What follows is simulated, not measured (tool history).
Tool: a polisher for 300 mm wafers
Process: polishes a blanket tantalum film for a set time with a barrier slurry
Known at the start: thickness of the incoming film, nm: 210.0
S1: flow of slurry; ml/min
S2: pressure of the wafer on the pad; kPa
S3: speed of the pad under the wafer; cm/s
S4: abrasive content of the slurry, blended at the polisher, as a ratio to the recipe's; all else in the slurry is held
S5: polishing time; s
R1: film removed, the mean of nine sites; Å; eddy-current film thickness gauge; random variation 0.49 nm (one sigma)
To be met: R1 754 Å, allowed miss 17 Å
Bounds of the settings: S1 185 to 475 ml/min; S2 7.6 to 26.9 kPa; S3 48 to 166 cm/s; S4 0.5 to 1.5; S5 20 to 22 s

| run | hour | S1 | S2 | S3 | S4 | S5 | R1 |
|---|---|---|---|---|---|---|---|
| 1 | 0 | 305 | 17.2 | 106 | 1 | 22 | 512.99 |
| 2 | 8.5 | 305 | 17.2 | 106 | 0.85 | 22 | 487.86 |
| 3 | 10.7 | 305 | 18.6 | 106 | 0.85 | 22 | 526.93 |
| 4 | 14.5 | 305 | 19.3 | 106 | 0.85 | 22 | 537.05 |
|  | 17.3 | slurry nozzle cleaned |
| 5 | 17.3 | 305 | 19.3 | 106 | 0.7 | 22 | 537.18 |
| 6 | 22.2 | 305 | 19.3 | 106 | 0.85 | 22 | 573.45 |
| 7 | 23.1 | 305 | 20 | 106 | 0.85 | 22 | 595.32 |
| 8 | 32 | 305 | 20.7 | 106 | 0.85 | 22 | 607.26 |
| 9 | 39.8 | 305 | 21.4 | 106 | 0.85 | 22 | 626.57 |
| 10 | 44.9 | 305 | 22.1 | 106 | 0.85 | 22 | 649.8 |
| 11 | 48.6 | 305 | 22.8 | 106 | 0.85 | 22 | 673.43 |
| 12 | 51.9 | 325 | 24.8 | 106 | 0.85 | 22 | 733.92 |
| 13 | 56.5 | 320 | 24.8 | 106 | 0.85 | 22 | 729.91 |
| 14 | 59.5 | 315 | 24.8 | 106 | 0.85 | 22 | 730.12 |

5 next moves are on the table. One of them brings every result within its allowed miss. Which?
| A | 62.5 | 315 | 26.2 | 120 | 0.75 | 20 | ? |
| B | 62.5 | 290 | 26.9 | 102 | 0.75 | 22 | ? |
| C | 62.5 | 315 | 24.1 | 118 | 0.9 | 22 | ? |
| D | 62.5 | 340 | 25.5 | 106 | 0.85 | 21 | ? |
| E | 62.5 | 235 | 26.9 | 106 | 0.7 | 22 | ? |

| move | R1 |
|---|---|
| A | 746.58 |
| B | 726.56 |
| C | 791.21 |
| D | 719.34 |
| E | 715.58 |
A: meets every target
B: further off than the last run
C: takes the result that was furthest off past its target
D: further off than the last run
E: further off than the last run
The right move is A.

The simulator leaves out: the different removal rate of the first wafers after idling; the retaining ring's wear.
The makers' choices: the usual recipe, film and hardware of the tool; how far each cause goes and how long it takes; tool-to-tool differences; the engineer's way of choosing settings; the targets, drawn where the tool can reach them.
